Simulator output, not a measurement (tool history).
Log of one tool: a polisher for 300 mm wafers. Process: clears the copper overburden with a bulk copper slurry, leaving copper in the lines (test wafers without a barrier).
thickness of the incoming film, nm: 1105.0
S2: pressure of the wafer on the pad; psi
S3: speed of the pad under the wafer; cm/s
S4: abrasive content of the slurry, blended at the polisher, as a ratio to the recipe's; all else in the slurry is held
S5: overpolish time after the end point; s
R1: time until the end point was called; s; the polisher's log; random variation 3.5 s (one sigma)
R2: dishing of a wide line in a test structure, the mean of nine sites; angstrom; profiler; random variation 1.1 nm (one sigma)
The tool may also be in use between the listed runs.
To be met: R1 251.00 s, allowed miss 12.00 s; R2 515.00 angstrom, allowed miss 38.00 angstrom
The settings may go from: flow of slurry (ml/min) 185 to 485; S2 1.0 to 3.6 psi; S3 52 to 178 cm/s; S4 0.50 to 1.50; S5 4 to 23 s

{"run": 1, "hour": 0.0, "flow of slurry (ml/min)": 310, "S2": 2.3, "S3": 114, "S4": 1.0, "S5": 12, "R1": 153.94, "R2": 576.49}
{"run": 2, "hour": 4.7, "flow of slurry (ml/min)": 310, "S2": 2.3, "S3": 114, "S4": 1.0, "S5": 15, "R1": 157.58, "R2": 677.91}
{"run": 3, "hour": 7.3, "flow of slurry (ml/min)": 310, "S2": 2.0, "S3": 114, "S4": 1.0, "S5": 15, "R1": 178.22, "R2": 613.3}
{"run": 4, "hour": 13.2, "flow of slurry (ml/min)": 310, "S2": 2.0, "S3": 114, "S4": 1.2, "S5": 15, "R1": 173.02, "R2": 642.72}
{"run": 5, "hour": 19.1, "flow of slurry (ml/min)": 310, "S2": 1.7, "S3": 114, "S4": 1.2, "S5": 15, "R1": 193.55, "R2": 567.07}
{"run": 6, "hour": 21.8, "flow of slurry (ml/min)": 255, "S2": 1.7, "S3": 114, "S4": 1.2, "S5": 15, "R1": 192.81, "R2": 577.8}
{"run": 7, "hour": 29.0, "flow of slurry (ml/min)": 255, "S2": 1.6, "S3": 114, "S4": 1.2, "S5": 15, "R1": 201.38, "R2": 529.58}
{"run": 8, "hour": 33.9, "flow of slurry (ml/min)": 255, "S2": 1.5, "S3": 114, "S4": 1.2, "S5": 16, "R1": 219.47, "R2": 561.99}
{"run": 9, "hour": 42.9, "flow of slurry (ml/min)": 255, "S2": 1.4, "S3": 114, "S4": 1.2, "S5": 16, "R1": 226.9, "R2": 513.1}

4 next moves are on the table. One of them brings every result within its allowed miss. Which?
{"run": "A", "hour": 51.9, "flow of slurry (ml/min)": 285, "S2": 1.1, "S3": 158, "S4": 1.35, "S5": 14, "R1": "?", "R2": "?"}
{"run": "B", "hour": 51.9, "flow of slurry (ml/min)": 240, "S2": 1.2, "S3": 118, "S4": 1.05, "S5": 18, "R1": "?", "R2": "?"}
{"run": "C", "hour": 51.9, "flow of slurry (ml/min)": 270, "S2": 1.9, "S3": 106, "S4": 1.0, "S5": 15, "R1": "?", "R2": "?"}
{"run": "D", "hour": 51.9, "flow of slurry (ml/min)": 225, "S2": 1.6, "S3": 110, "S4": 1.2, "S5": 17, "R1": "?", "R2": "?"}

move=A R1=184.63 R2=522.10
move=B R1=250.34 R2=509.89
move=C R1=199.45 R2=554.81
move=D R1=214.72 R2=562.69
A: further off than the last run
B: meets every target
C: further off than the last run
D: further off than the last run
Answer: B
